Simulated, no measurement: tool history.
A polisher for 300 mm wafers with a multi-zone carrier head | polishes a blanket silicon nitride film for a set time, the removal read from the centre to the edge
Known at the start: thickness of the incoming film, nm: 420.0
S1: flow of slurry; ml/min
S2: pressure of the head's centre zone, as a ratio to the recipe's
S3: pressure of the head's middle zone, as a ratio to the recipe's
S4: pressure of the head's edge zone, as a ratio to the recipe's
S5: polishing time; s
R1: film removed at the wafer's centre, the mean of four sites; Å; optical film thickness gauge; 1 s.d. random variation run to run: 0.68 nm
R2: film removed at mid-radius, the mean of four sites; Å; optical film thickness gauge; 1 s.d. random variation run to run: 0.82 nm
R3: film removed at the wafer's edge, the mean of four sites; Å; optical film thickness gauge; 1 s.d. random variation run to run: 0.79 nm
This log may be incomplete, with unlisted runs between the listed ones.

| run | hour | S1 | S2 | S3 | S4 | S5 | R1 | R2 | R3 |
|---|---|---|---|---|---|---|---|---|---|
| 1 | 0.0 | 130 | 1.00 | 1.00 | 1.00 | 51 | 1028.40 | 1014.60 | 1024.30 |
| 2 | 2.8 | 130 | 1.00 | 1.00 | 1.04 | 51 | 1034.70 | 1060.40 | 1098.00 |
| 3 | 11.5 | 120 | 0.95 | 1.01 | 1.00 | 45 | 840.42 | 908.97 | 912.97 |
| 4 | 14.0 | 120 | 0.98 | 1.01 | 1.00 | 45 | 863.03 | 911.30 | 921.12 |
| 5 | 22.3 | 90 | 0.98 | 1.01 | 1.00 | 45 | 814.22 | 854.93 | 891.07 |
| 6 | 24.0 | 90 | 0.95 | 1.02 | 0.96 | 40 | 687.48 | 773.41 | 786.28 |
| 7 | 27.4 | 100 | 0.95 | 1.03 | 0.93 | 36 | 628.70 | 718.66 | 694.18 |
| 8 | 32.4 | 100 | 0.94 | 1.03 | 0.91 | 34 | 607.43 | 680.49 | 644.70 |
| 9 | 40.9 | 100 | 0.92 | 1.03 | 0.89 | 33 | 557.09 | 658.03 | 619.32 |

The next listed run, before its measurement:
| 10 | 46.7 | 100 | 0.91 | 1.03 | 0.87 | 32 | ? | ? | ? |

Logged for run 10: R1 542.31 Å, R2 630.12 Å, R3 593.05 Å.
